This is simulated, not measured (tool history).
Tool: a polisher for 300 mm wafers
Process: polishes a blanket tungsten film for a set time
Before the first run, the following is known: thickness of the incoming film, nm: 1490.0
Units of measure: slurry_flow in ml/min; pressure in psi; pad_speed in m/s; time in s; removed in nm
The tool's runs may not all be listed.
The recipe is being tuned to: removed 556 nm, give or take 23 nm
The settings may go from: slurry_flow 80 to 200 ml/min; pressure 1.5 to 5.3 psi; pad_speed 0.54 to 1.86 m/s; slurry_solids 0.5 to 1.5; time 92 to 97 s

| run | hour | slurry_flow | pressure | pad_speed | slurry_solids | time | removed |
|---|---|---|---|---|---|---|---|
| 1 | 0 | 130 | 3.4 | 1.18 | 1 | 92 | 410.36 |
| 2 | 2.9 | 130 | 3.4 | 1.06 | 1 | 92 | 370.31 |
| 3 | 10.4 | 130 | 3.4 | 1.06 | 0.9 | 92 | 372.15 |
| 4 | 18.1 | 140 | 3.4 | 1.06 | 0.9 | 92 | 368.34 |
| 5 | 25.5 | 140 | 3.4 | 1.24 | 0.9 | 92 | 434.16 |
| 6 | 28.5 | 140 | 3.5 | 1.24 | 0.9 | 92 | 440.32 |
| 7 | 36.8 | 140 | 3.6 | 1.24 | 0.9 | 92 | 463.51 |
| 8 | 40.5 | 140 | 3.7 | 1.24 | 0.9 | 92 | 471.49 |

4 candidate next runs follow, results not yet known. Just one meets every target within its allowed miss. Identify it.
| A | 44.2 | 130 | 3.6 | 1.48 | 0.8 | 97 | ? |
| B | 44.2 | 130 | 3.8 | 1.2 | 1 | 97 | ? |
| C | 44.2 | 115 | 3.8 | 1.02 | 0.85 | 92 | ? |
| D | 44.2 | 120 | 2.9 | 1.26 | 0.85 | 92 | ? |

| move | removed |
|---|---|
| A | 556.77 |
| B | 503.58 |
| C | 385.46 |
| D | 366.55 |
A: all results land within tolerance of their targets
B: closes in on the targets versus the last run, not all within tolerance yet
C: further off than the last run
D: further off than the last run
Move A is the one to make.
